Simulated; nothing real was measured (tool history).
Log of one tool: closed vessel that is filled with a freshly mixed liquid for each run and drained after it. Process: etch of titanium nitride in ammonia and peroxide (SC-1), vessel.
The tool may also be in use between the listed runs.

| run | hour | temperature setpoint of the liquid (°C) | parts of water to one part of 30 % peroxide (parts by volume) | parts of 29 % ammonia solution to one part of 30 % peroxide (parts by volume) | time in the liquid (s) | thickness taken off the titanium nitride on a monitor wafer (nm) |
|---|---|---|---|---|---|---|
| 1 | 0 | 49 | 6.5 | 0.65 | 160 | 9.2135 |
| 2 | 4.9 | 51.5 | 6.5 | 0.65 | 160 | 10.971 |
| 3 | 10.1 | 51.5 | 6.5 | 0.8 | 160 | 11.308 |
| 4 | 18.9 | 51.5 | 5 | 0.8 | 160 | 12.761 |
| 5 | 23.9 | 46 | 5 | 0.8 | 160 | 8.664 |
| 6 | 29.9 | 46 | 5 | 0.8 | 125 | 6.7757 |
| 7 | 34.5 | 49 | 5 | 0.8 | 125 | 8.2942 |
| 8 | 36 | 52 | 5 | 0.8 | 125 | 10.331 |
| 9 | 38.6 | 54 | 5 | 0.8 | 125 | 11.772 |
| 10 | 44.2 | 55.5 | 5 | 0.8 | 125 | 13.131 |
| 11 | 44.7 | 56.5 | 5 | 0.8 | 125 | 14.033 |
| 12 | 52.2 | 57.5 | 5 | 0.8 | 125 | 14.784 |
| 13 | 53.6 | 58 | 5 | 0.8 | 125 | 15.446 |
| 14 | 58.5 | 58 | 5 | 0.8 | 125 | 15.55 |
| 15 | 63.7 | 58 | 5 | 0.8 | 125 | 15.506 |
| 16 | 65.8 | 58.5 | 5 | 0.8 | 125 | 15.881 |
| 17 | 72.7 | 59 | 5 | 0.8 | 125 | 16.402 |

Run 18 comes next. What will it give?
| 18 | 76.5 | 59.5 | 5 | 0.8 | 125 | ? |

Run 18 gave thickness taken off the titanium nitride on a monitor wafer (nm) 17.037.
